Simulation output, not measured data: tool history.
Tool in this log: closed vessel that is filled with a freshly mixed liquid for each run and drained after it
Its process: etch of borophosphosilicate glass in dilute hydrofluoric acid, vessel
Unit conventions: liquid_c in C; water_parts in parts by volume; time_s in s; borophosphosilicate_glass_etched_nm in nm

| run | hour | liquid_c | water_parts | time_s | borophosphosilicate_glass_etched_nm |
|---|---|---|---|---|---|
| 1 | 0.0 | 25.0 | 180 | 215 | 28.911 |
| 2 | 9.4 | 25.0 | 180 | 170 | 22.627 |
| 3 | 17.3 | 23.5 | 180 | 170 | 21.441 |
| 4 | 26.6 | 23.5 | 130 | 170 | 31.300 |
| 5 | 31.2 | 22.0 | 140 | 170 | 26.769 |
| 6 | 37.2 | 22.0 | 140 | 170 | 27.137 |
| 7 | 45.3 | 20.5 | 145 | 170 | 24.739 |

Estimate the outcome of run 8 from the log above:
| 8 | 54.2 | 19.5 | 150 | 170 | ? |

Run 8 yielded borophosphosilicate_glass_etched_nm 23.041 nm.
